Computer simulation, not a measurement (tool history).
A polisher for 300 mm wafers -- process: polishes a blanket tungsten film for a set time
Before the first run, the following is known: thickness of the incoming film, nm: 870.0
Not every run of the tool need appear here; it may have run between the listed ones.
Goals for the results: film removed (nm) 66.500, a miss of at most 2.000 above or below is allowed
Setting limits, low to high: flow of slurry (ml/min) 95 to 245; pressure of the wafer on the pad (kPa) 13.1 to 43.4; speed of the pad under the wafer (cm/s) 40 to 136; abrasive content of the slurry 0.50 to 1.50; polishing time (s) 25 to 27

| run | hour | flow of slurry (ml/min) | pressure of the wafer on the pad (kPa) | speed of the pad under the wafer (cm/s) | abrasive content of the slurry | polishing time (s) | film removed (nm) |
|---|---|---|---|---|---|---|---|
| 1 | 0.0 | 155 | 28.3 | 88 | 1.00 | 27 | 118.250 |
| 2 | 3.6 | 185 | 28.3 | 88 | 1.00 | 27 | 119.130 |
| 3 | 6.9 | 185 | 23.4 | 86 | 1.00 | 27 | 100.790 |
| 4 | 15.0 | 185 | 23.4 | 86 | 0.90 | 27 | 98.836 |
| 5 | 23.9 | 205 | 23.4 | 86 | 0.90 | 27 | 100.200 |
| 6 | 25.1 | 165 | 23.4 | 86 | 0.90 | 27 | 97.437 |
| 7 | 32.5 | 165 | 23.4 | 86 | 0.90 | 27 | 97.162 |
| 8 | 35.2 | 165 | 20.0 | 84 | 0.90 | 27 | 83.953 |
| 9 | 41.9 | 160 | 17.9 | 84 | 0.90 | 27 | 76.144 |

Which single option among these 5 for the next run brings every result within its allowed miss of target? Just one does.
| A | 48.6 | 145 | 16.5 | 80 | 0.85 | 25 | ? |
| B | 48.6 | 160 | 18.6 | 70 | 0.85 | 25 | ? |
| C | 48.6 | 160 | 16.5 | 78 | 0.90 | 27 | ? |
| D | 48.6 | 170 | 17.2 | 76 | 0.75 | 25 | ? |
| E | 48.6 | 165 | 17.2 | 72 | 0.70 | 27 | ? |

| move | film removed (nm) |
|---|---|
| A | 62.288 |
| B | 61.589 |
| C | 67.203 |
| D | 61.384 |
| E | 62.363 |
A: takes the result that was furthest off past its target
B: takes the result that was furthest off past its target
C: every result lands within tolerance
D: takes the result that was furthest off past its target
E: takes the result that was furthest off past its target
C meets every target.
